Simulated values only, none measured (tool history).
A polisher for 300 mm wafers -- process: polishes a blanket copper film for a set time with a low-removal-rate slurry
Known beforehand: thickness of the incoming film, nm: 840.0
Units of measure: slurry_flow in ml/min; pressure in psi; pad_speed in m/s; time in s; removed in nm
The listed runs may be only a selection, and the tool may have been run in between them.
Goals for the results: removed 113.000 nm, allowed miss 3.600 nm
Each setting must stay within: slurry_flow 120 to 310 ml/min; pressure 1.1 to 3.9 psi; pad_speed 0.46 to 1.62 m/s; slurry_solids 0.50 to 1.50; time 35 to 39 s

run    day  slurry_flow  pressure  pad_speed  slurry_solids  time  removed
  1  0.000          200       2.5       1.04           1.00    39   82.076
  2  0.112          200       2.2       1.04           1.00    39   71.555
  3  0.362          200       2.2       1.04           1.10    39   72.597
  4  0.533          200       2.4       1.04           1.10    39   79.423
  5  0.779          200       2.4       1.16           1.10    39   87.560
  6  1.117          205       2.5       1.16           1.10    39   91.039
  7  1.442          205       2.6       1.16           1.10    39   97.468
  8  1.629          210       2.7       1.16           1.10    39   99.041
     1.775  -- slurry nozzle cleaned
  9  1.775          210       3.1       1.16           1.10    39  120.620

Of the 5 settings listed for the next run, only one would bring every result within its allowed miss of target. Which one?
  A  1.921          160       3.8       1.08           1.10    39        ?
  B  1.921          155       2.9       1.32           1.25    36        ?
  C  1.921          230       3.4       1.16           1.10    39        ?
  D  1.921          245       3.5       0.90           1.00    39        ?
  E  1.921          255       3.4       1.16           1.15    37        ?

move  removed
   A  128.600
   B  112.160
   C  130.750
   D  104.630
   E  126.340
A: moves away from the targets compared with the last run
B: in spec on every target
C: moves away from the targets compared with the last run
D: takes the biggest miss from the last run beyond its target
E: moves away from the targets compared with the last run
B meets every target.
